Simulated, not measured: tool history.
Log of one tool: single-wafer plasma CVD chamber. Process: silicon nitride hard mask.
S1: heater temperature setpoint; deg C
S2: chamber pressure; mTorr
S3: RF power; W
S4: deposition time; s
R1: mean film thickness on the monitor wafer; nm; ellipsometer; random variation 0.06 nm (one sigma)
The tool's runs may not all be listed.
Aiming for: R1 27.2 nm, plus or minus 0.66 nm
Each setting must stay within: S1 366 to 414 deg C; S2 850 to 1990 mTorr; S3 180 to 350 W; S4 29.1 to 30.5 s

run 1 day=0 | S1=390 S2=1420 S3=265 S4=30.5 | R1=35.576
run 2 day=0.179 | S1=390 S2=1340 S3=250 S4=30.3 | R1=33.621
run 3 day=0.3 | S1=390 S2=1270 S3=240 S4=30.1 | R1=32.061
run 4 day=0.383 | S1=390 S2=1270 S3=265 S4=30.1 | R1=33.704
run 5 day=0.746 | S1=398 S2=1270 S3=265 S4=30.1 | R1=33.547
run 6 day=0.85 | S1=398 S2=1270 S3=265 S4=30.5 | R1=33.995
-- day=0.917 capacitance manometer re-zeroed and calibrated
run 7 day=0.917 | S1=398 S2=1200 S3=255 S4=30.3 | R1=31.836
run 8 day=1.196 | S1=398 S2=1130 S3=250 S4=30.3 | R1=30.748
run 9 day=1.546 | S1=398 S2=1070 S3=250 S4=30.3 | R1=29.958
run 10 day=1.858 | S1=398 S2=1070 S3=250 S4=30.3 | R1=29.833
run 11 day=2.017 | S1=398 S2=1030 S3=250 S4=30.3 | R1=29.393
run 12 day=2.254 | S1=398 S2=990 S3=250 S4=30.3 | R1=28.705
run 13 day=2.321 | S1=398 S2=970 S3=250 S4=30.3 | R1=28.56
run 14 day=2.396 | S1=398 S2=950 S3=250 S4=30.3 | R1=28.115
run 15 day=2.554 | S1=398 S2=940 S3=250 S4=30.3 | R1=27.781

Consider the 4 candidate settings below. Which is the only one whose results all fall within their allowed miss of target?
run A day=2.712 | S1=403 S2=940 S3=280 S4=29.9 | R1=?
run B day=2.712 | S1=396 S2=1080 S3=240 S4=29.3 | R1=?
run C day=2.712 | S1=396 S2=930 S3=255 S4=30.5 | R1=?
run D day=2.712 | S1=398 S2=950 S3=235 S4=30.5 | R1=?

move=A R1=29.151
move=B R1=28.559
move=C R1=28.279
move=D R1=27.472
A: misses by more than the last run did
B: misses by more than the last run did
C: misses by more than the last run did
D: all results land within tolerance of their targets
So the answer is move D, the one that meets all the targets.
